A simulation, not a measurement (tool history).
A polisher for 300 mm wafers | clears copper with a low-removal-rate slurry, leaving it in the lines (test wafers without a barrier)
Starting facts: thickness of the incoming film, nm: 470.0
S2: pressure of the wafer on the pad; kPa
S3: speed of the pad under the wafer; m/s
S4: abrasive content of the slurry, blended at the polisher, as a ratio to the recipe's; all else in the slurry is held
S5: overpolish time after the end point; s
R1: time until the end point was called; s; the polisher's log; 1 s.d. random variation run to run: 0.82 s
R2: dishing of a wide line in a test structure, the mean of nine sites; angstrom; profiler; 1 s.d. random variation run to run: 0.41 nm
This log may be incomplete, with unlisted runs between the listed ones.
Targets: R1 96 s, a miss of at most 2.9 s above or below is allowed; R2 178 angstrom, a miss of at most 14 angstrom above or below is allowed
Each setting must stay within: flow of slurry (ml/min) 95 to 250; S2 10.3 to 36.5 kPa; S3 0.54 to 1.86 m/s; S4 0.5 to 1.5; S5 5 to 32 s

run 1 hour=0 | flow_of_slurry_(ml/min)=160 S2=23.4 S3=1.18 S4=1 S5=16 | R1=92.088 R2=536
run 2 hour=6.8 | flow_of_slurry_(ml/min)=160 S2=23.4 S3=1.18 S4=0.9 S5=16 | R1=95.407 R2=517.65
run 3 hour=11.8 | flow_of_slurry_(ml/min)=165 S2=22.8 S3=1.2 S4=0.85 S5=15 | R1=96.242 R2=472.76
run 4 hour=14.7 | flow_of_slurry_(ml/min)=165 S2=22.8 S3=1.2 S4=0.85 S5=20 | R1=97.663 R2=609.44
run 5 hour=22.4 | flow_of_slurry_(ml/min)=165 S2=22.8 S3=1.32 S4=0.85 S5=20 | R1=90.756 R2=630.9
run 6 hour=30.7 | flow_of_slurry_(ml/min)=175 S2=21.4 S3=1.4 S4=0.8 S5=18 | R1=93.2 R2=567.85
run 7 hour=36.4 | flow_of_slurry_(ml/min)=165 S2=21.4 S3=1.42 S4=0.75 S5=16 | R1=95.712 R2=495.89
run 8 hour=42.1 | flow_of_slurry_(ml/min)=155 S2=21.4 S3=1.46 S4=0.7 S5=15 | R1=95.452 R2=487.02
run 9 hour=48.3 | flow_of_slurry_(ml/min)=170 S2=20.7 S3=1.48 S4=0.7 S5=14 | R1=96.809 R2=448.56
run 10 hour=53.2 | flow_of_slurry_(ml/min)=180 S2=20.7 S3=1.5 S4=0.65 S5=13 | R1=97.384 R2=418.53
run 11 hour=55.8 | flow_of_slurry_(ml/min)=190 S2=20.7 S3=1.52 S4=0.65 S5=12 | R1=96.702 R2=396.26
run 12 hour=62.4 | flow_of_slurry_(ml/min)=190 S2=20.7 S3=1.52 S4=0.65 S5=12 | R1=94.144 R2=400.59
run 13 hour=71.2 | flow_of_slurry_(ml/min)=200 S2=20.7 S3=1.54 S4=0.65 S5=11 | R1=93.263 R2=362.16
run 14 hour=76.7 | flow_of_slurry_(ml/min)=205 S2=20 S3=1.54 S4=0.7 S5=10 | R1=93.932 R2=352.15
run 15 hour=84.4 | flow_of_slurry_(ml/min)=210 S2=20 S3=1.54 S4=0.7 S5=9 | R1=95.307 R2=314.68
run 16 hour=92.4 | flow_of_slurry_(ml/min)=215 S2=18.6 S3=1.56 S4=0.8 S5=8 | R1=97.601 R2=274.28
run 17 hour=93.9 | flow_of_slurry_(ml/min)=220 S2=17.9 S3=1.58 S4=0.85 S5=8 | R1=98.301 R2=262.18
run 18 hour=96.7 | flow_of_slurry_(ml/min)=225 S2=17.2 S3=1.6 S4=0.9 S5=8 | R1=98.468 R2=251.34
run 19 hour=99.2 | flow_of_slurry_(ml/min)=230 S2=17.2 S3=1.6 S4=0.95 S5=8 | R1=98.961 R2=262.75
run 20 hour=104.2 | flow_of_slurry_(ml/min)=235 S2=16.5 S3=1.64 S4=1 S5=8 | R1=98.974 R2=268.05
run 21 hour=113.2 | flow_of_slurry_(ml/min)=235 S2=16.5 S3=1.64 S4=1.05 S5=8 | R1=99.231 R2=259.18
run 22 hour=116 | flow_of_slurry_(ml/min)=220 S2=14.5 S3=1.7 S4=1.3 S5=5 | R1=105.64 R2=163.84

Which one of the following 4 next-run settings gets every result inside its allowed miss? There is exactly one.
run A hour=118.8 | flow_of_slurry_(ml/min)=170 S2=17.9 S3=1.52 S4=1.25 S5=5 | R1=? R2=?
run B hour=118.8 | flow_of_slurry_(ml/min)=190 S2=20 S3=1.44 S4=1.15 S5=6 | R1=? R2=?
run C hour=118.8 | flow_of_slurry_(ml/min)=215 S2=17.9 S3=1.52 S4=1.35 S5=5 | R1=? R2=?
run D hour=118.8 | flow_of_slurry_(ml/min)=200 S2=17.9 S3=1.68 S4=1.25 S5=6 | R1=? R2=?

move=A R1=95.898 R2=173.05
move=B R1=89.585 R2=219.56
move=C R1=91.226 R2=181.41
move=D R1=87.589 R2=223.54
A: all results land within tolerance of their targets
B: the result that was furthest off in the last run now lies on the other side of its target
C: the result that was furthest off in the last run now lies on the other side of its target
D: the result that was furthest off in the last run now lies on the other side of its target
The move that meets every target is A.
